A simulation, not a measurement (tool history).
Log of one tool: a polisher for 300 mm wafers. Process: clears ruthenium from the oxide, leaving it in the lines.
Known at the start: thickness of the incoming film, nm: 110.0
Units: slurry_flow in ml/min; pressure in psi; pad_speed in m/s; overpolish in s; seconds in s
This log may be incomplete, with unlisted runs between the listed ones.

run	hour	slurry_flow	pressure	pad_speed	overpolish	seconds
1	0.0	210	2.4	1.16	8	73.233
2	2.6	210	2.2	1.06	8	85.659
3	4.2	165	2.2	1.06	8	83.938
4	8.8	165	2.2	1.06	8	86.513
5	13.4	165	2.0	0.96	8	105.330
6	19.3	165	1.8	0.92	8	120.400
7	23.7	165	1.7	0.88	8	128.400

Run 8 has not been measured yet. What should we expect?
8	27.0	165	1.6	0.84	8	?

seconds: 140.940 s

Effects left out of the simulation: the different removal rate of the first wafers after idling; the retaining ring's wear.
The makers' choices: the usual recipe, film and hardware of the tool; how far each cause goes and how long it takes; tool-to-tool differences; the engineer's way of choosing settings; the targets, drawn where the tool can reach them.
